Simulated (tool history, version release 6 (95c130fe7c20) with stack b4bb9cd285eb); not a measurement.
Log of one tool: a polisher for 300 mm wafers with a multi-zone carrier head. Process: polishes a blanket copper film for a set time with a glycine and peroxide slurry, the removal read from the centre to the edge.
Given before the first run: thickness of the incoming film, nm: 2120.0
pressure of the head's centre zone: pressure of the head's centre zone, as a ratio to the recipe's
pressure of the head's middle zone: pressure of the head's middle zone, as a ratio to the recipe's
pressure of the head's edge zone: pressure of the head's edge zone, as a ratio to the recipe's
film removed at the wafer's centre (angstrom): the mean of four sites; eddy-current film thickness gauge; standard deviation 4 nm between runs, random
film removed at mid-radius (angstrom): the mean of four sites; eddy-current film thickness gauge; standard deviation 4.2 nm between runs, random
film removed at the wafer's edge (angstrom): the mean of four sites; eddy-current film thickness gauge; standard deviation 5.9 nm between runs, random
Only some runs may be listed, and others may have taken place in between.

| run | hour | flow of slurry (ml/min) | pressure of the head's centre zone | pressure of the head's middle zone | pressure of the head's edge zone | polishing time (s) | film removed at the wafer's centre (angstrom) | film removed at mid-radius (angstrom) | film removed at the wafer's edge (angstrom) |
|---|---|---|---|---|---|---|---|---|---|
| 1 | 0.0 | 155 | 1.00 | 1.00 | 1.00 | 57 | 2671.5 | 2807.3 | 2812.4 |
| 2 | 1.1 | 165 | 1.02 | 1.03 | 1.02 | 60 | 2924.5 | 3053.1 | 3040.3 |
| 3 | 3.9 | 165 | 1.02 | 1.03 | 1.02 | 71 | 3478.8 | 3597.0 | 3566.6 |
| 4 | 12.2 | 175 | 1.03 | 1.05 | 1.03 | 72 | 3657.8 | 3776.9 | 3671.8 |
| 5 | 16.5 | 175 | 1.03 | 1.05 | 1.03 | 85 | 4293.0 | 4427.3 | 4307.0 |
| 6 | 21.1 | 140 | 1.03 | 1.05 | 1.03 | 85 | 3960.5 | 4256.8 | 4202.3 |

Run 7 comes next. What will it give?
| 7 | 23.5 | 145 | 1.03 | 1.06 | 1.02 | 85 | ? | ? | ? |

{"run 7": {"film removed at the wafer's centre (angstrom)": 4041.5, "film removed at mid-radius (angstrom)": 4246.3, "film removed at the wafer's edge (angstrom)": 4268.4}}
